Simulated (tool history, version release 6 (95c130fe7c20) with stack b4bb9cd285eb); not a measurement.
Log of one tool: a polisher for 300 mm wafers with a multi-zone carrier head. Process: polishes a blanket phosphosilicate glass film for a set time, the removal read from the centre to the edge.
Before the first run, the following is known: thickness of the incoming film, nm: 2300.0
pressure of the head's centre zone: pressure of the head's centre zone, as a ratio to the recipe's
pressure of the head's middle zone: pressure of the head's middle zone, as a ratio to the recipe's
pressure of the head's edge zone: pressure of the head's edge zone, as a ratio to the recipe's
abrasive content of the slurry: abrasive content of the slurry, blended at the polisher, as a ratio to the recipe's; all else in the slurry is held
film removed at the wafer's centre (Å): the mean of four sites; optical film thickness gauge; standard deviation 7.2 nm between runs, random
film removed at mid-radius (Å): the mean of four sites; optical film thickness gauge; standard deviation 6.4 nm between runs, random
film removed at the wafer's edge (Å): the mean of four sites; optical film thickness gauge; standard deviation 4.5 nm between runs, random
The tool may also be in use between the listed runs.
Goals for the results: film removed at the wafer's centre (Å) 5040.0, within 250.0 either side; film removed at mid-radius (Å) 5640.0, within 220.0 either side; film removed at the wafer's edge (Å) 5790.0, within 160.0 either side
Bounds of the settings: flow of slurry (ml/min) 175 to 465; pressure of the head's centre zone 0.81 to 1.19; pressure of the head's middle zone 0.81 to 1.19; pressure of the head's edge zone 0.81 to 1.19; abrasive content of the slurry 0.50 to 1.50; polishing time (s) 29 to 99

run  hour  flow of slurry (ml/min)  pressure of the head's centre zone  pressure of the head's middle zone  pressure of the head's edge zone  abrasive content of the slurry  polishing time (s)  film removed at the wafer's centre (Å)  film removed at mid-radius (Å)  film removed at the wafer's edge (Å)
  1   0.0                      295                                1.00                                1.00                              1.00                            1.00                  64                                  7699.1                          7688.2                                7692.7
  2   4.5                      295                                1.08                                1.00                              1.00                            1.00                  64                                  8084.8                          7610.7                                7863.1
  3   7.8                      290                                1.05                                1.00                              1.01                            0.95                  64                                  7947.1                          7234.8                                7641.2
  4  10.8                      290                                1.05                                0.92                              1.01                            0.95                  64                                  7692.1                          6746.1                                7577.9
  5  14.6                      290                                1.05                                0.92                              1.01                            0.95                  50                                  6260.7                          5251.7                                6011.0
  6  15.3                      290                                1.05                                0.99                              1.01                            0.95                  50                                  5984.2                          5770.0                                6021.4
  7  18.2                      260                                0.95                                1.00                              0.99                            0.90                  50                                  5488.5                          5519.2                                5730.3
  8  19.3                      260                                0.94                                1.00                              1.00                            0.90                  50                                  5398.5                          5454.4                                5751.5

Below are 5 possible settings for the next run. Only one of them brings all results inside the allowed miss of their targets. Which is it?
  A  20.4                      250                                0.83                                1.10                              0.93                            1.00                  50                                       ?                               ?                                     ?
  B  20.4                      190                                0.82                                1.12                              1.02                            0.75                  61                                       ?                               ?                                     ?
  C  20.4                      310                                0.95                                0.95                              1.12                            0.80                  53                                       ?                               ?                                     ?
  D  20.4                      365                                0.88                                1.04                              1.05                            1.15                  43                                       ?                               ?                                     ?
  E  20.4                      240                                0.86                                1.01                              1.09                            1.00                  49                                       ?                               ?                                     ?

move  film removed at the wafer's centre (Å)  film removed at mid-radius (Å)  film removed at the wafer's edge (Å)
   A                                  5035.4                          6374.0                                5764.9
   B                                  4976.5                          6485.3                                6106.0
   C                                  5389.8                          5413.8                                6074.8
   D                                  5045.8                          5796.9                                5797.7
   E                                  5039.2                          5777.2                                6104.3
A: brings the last run's worst result on target, with another outside its allowed miss
B: brings the last run's worst result on target, with another outside its allowed miss
C: further off than the last run
D: in spec on every target
E: brings the last run's worst result on target, with another outside its allowed miss
Answer: D
